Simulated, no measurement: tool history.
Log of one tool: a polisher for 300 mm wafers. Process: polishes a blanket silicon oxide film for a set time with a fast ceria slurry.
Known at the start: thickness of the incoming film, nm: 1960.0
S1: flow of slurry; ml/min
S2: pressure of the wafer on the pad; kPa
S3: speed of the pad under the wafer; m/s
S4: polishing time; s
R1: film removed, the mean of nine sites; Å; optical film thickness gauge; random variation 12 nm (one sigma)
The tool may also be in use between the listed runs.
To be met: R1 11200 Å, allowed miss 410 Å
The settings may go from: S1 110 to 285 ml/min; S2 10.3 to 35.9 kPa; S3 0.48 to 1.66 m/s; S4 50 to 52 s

Run 1, hour 0: S1 180 ml/min, S2 22.8 kPa, S3 1.06 m/s, S4 50 s. Result: R1 9106.6 Å.
Run 2, hour 3.6: S1 180 ml/min, S2 17.2 kPa, S3 1.06 m/s, S4 50 s. Result: R1 6819.3 Å.
Run 3, hour 8.9: S1 180 ml/min, S2 18.6 kPa, S3 1.06 m/s, S4 50 s. Result: R1 7277.3 Å.
Run 4, hour 13: S1 180 ml/min, S2 18.6 kPa, S3 0.9 m/s, S4 50 s. Result: R1 6431.4 Å.
Run 5, hour 19.1: S1 180 ml/min, S2 18.6 kPa, S3 0.9 m/s, S4 52 s. Result: R1 6518.1 Å.
Run 6, hour 25.9: S1 180 ml/min, S2 20.7 kPa, S3 0.9 m/s, S4 52 s. Result: R1 7288.8 Å.
Run 7, hour 30.9: S1 180 ml/min, S2 22.1 kPa, S3 0.9 m/s, S4 52 s. Result: R1 7861.7 Å.
Run 8, hour 34.6: S1 180 ml/min, S2 23.4 kPa, S3 0.9 m/s, S4 52 s. Result: R1 8198.4 Å.
Run 9, hour 37.5: S1 180 ml/min, S2 24.8 kPa, S3 0.9 m/s, S4 52 s. Result: R1 8811.8 Å.
Run 10, hour 45: S1 180 ml/min, S2 25.5 kPa, S3 0.9 m/s, S4 52 s. Result: R1 8941.5 Å.
Run 11, hour 48.3: S1 180 ml/min, S2 25.5 kPa, S3 0.9 m/s, S4 52 s. Result: R1 9061.7 Å.
Run 12, hour 56.8: S1 180 ml/min, S2 26.2 kPa, S3 0.9 m/s, S4 52 s. Result: R1 9409.3 Å.
Run 13, hour 59: S1 180 ml/min, S2 26.9 kPa, S3 0.9 m/s, S4 52 s. Result: R1 9295.3 Å.
Run 14, hour 67.3: S1 180 ml/min, S2 27.6 kPa, S3 0.9 m/s, S4 52 s. Result: R1 9754 Å.

Which of these 4 next moves meets every target?
Run A, hour 75.6: S1 200 ml/min, S2 33.8 kPa, S3 0.96 m/s, S4 52 s. Result: R1 ?.
Run B, hour 75.6: S1 210 ml/min, S2 33.8 kPa, S3 0.9 m/s, S4 52 s. Result: R1 ?.
Run C, hour 75.6: S1 120 ml/min, S2 28.3 kPa, S3 1.2 m/s, S4 52 s. Result: R1 ?.
Run D, hour 75.6: S1 190 ml/min, S2 27.6 kPa, S3 1.04 m/s, S4 52 s. Result: R1 ?.

move     R1
   A  13051
   B  12399
   C  12491
   D  11422
A: takes the result that was furthest off past its target
B: takes the result that was furthest off past its target
C: takes the result that was furthest off past its target
D: meets every target
Move D is the one to make.
